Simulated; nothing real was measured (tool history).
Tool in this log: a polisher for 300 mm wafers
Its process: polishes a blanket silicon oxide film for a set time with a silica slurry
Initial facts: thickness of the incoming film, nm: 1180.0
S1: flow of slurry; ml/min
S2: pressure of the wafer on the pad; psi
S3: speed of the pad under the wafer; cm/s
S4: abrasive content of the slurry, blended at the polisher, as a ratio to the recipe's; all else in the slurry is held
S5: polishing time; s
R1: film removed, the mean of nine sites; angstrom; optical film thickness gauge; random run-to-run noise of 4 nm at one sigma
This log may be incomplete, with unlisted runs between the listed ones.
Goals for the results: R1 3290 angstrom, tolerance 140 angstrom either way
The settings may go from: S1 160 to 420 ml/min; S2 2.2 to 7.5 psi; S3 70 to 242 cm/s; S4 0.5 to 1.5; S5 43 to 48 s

run 1 hour=0 | S1=270 S2=4.8 S3=156 S4=1 S5=48 | R1=2709.6
run 2 hour=4.8 | S1=270 S2=4 S3=156 S4=1 S5=48 | R1=2243.6
run 3 hour=8.7 | S1=270 S2=4 S3=156 S4=1 S5=43 | R1=2002.1
run 4 hour=10.6 | S1=270 S2=4 S3=156 S4=0.85 S5=43 | R1=1846
run 5 hour=12.6 | S1=270 S2=4.8 S3=158 S4=0.85 S5=43 | R1=2236.8
run 6 hour=15.3 | S1=270 S2=4.8 S3=178 S4=0.85 S5=43 | R1=2457.1
run 7 hour=19.6 | S1=270 S2=5.2 S3=180 S4=0.85 S5=43 | R1=2651.7
run 8 hour=21.5 | S1=270 S2=5.5 S3=180 S4=0.85 S5=43 | R1=2816
-- hour=24.3 head pressure recalibrated
run 9 hour=24.3 | S1=270 S2=5.7 S3=180 S4=0.85 S5=43 | R1=2684.1
run 10 hour=27.5 | S1=270 S2=6.2 S3=182 S4=0.85 S5=43 | R1=2931.5

Exercise: of the 4 proposed moves below, exactly one satisfies all targets within the stated allowed misses. Which move is it?
run A hour=30.7 | S1=275 S2=6.6 S3=190 S4=0.85 S5=48 | R1=?
run B hour=30.7 | S1=305 S2=5.2 S3=196 S4=1.1 S5=47 | R1=?
run C hour=30.7 | S1=235 S2=5.4 S3=190 S4=0.9 S5=48 | R1=?
run D hour=30.7 | S1=255 S2=6.3 S3=188 S4=0.75 S5=46 | R1=?

move=A R1=3678
move=B R1=3387.8
move=C R1=3072.3
move=D R1=3072.5
A: moves the result that the last run missed by most past its target, out the other side
B: in spec on every target
C: closer than the last run, but not yet in spec
D: closer than the last run, but not yet in spec
B is the move that brings every result within its allowed miss.
